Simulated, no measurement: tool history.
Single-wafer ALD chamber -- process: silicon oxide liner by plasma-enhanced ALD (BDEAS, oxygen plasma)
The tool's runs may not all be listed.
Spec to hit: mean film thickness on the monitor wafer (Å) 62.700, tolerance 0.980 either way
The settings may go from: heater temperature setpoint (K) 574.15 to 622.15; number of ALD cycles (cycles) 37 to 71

| run | hour | heater temperature setpoint (K) | number of ALD cycles (cycles) | mean film thickness on the monitor wafer (Å) |
|---|---|---|---|---|
| 1 | 0.0 | 598.15 | 54 | 50.880 |
| 2 | 3.3 | 598.15 | 59 | 55.998 |
| 3 | 7.1 | 597.15 | 61 | 57.749 |
| 4 | 15.4 | 588.15 | 61 | 58.781 |
| 5 | 21.5 | 588.15 | 68 | 65.025 |
| 6 | 26.0 | 578.15 | 68 | 66.042 |
| 7 | 27.8 | 579.15 | 67 | 65.244 |
| 8 | 32.0 | 580.15 | 66 | 64.120 |
| 9 | 39.1 | 581.15 | 66 | 64.076 |

Exercise: of the 5 proposed moves below, exactly one satisfies all targets within the stated allowed misses. Which move is it?
| A | 46.2 | 575.15 | 66 | ? |
| B | 46.2 | 574.15 | 62 | ? |
| C | 46.2 | 580.15 | 65 | ? |
| D | 46.2 | 593.15 | 68 | ? |
| E | 46.2 | 577.15 | 66 | ? |

| move | mean film thickness on the monitor wafer (Å) |
|---|---|
| A | 64.287 |
| B | 60.470 |
| C | 62.893 |
| D | 64.656 |
| E | 64.116 |
A: lands further from the targets than the last run did
B: pushes the last run's worst result past its target
C: meets every target
D: lands further from the targets than the last run did
E: as far off as the last run
C meets every target.
